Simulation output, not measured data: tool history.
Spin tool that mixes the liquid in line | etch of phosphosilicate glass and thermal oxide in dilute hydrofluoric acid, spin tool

run,hour,temperature setpoint of the liquid (C),parts of water to one part of 49 % hydrofluoric acid (parts by volume),time under the liquid (s),thickness taken off the phosphosilicate glass on a monitor wafer (angstrom),thickness taken off the thermal oxide on a monitor wafer (angstrom)
1,0,25,290,30,193.51,5.3689
2,1.1,23,300,30,172.74,4.8495
3,5.6,21.5,310,30,156.54,3.8008
4,11,20.5,320,30,144.33,3.5596
5,12.4,18,320,30,131.89,3.517
6,20.2,18,270,30,164.39,3.9333
# hour 23.7: hydrofluoric acid flow meter replaced
7,23.7,17,330,30,114.54,2.8405
8,32.1,17.5,330,30,116.28,3.2266

What will run 9 give?
9,35.1,18,330,30,?,?

{"run 9": {"thickness taken off the phosphosilicate glass on a monitor wafer (angstrom)": 119.06, "thickness taken off the thermal oxide on a monitor wafer (angstrom)": 2.6667}}

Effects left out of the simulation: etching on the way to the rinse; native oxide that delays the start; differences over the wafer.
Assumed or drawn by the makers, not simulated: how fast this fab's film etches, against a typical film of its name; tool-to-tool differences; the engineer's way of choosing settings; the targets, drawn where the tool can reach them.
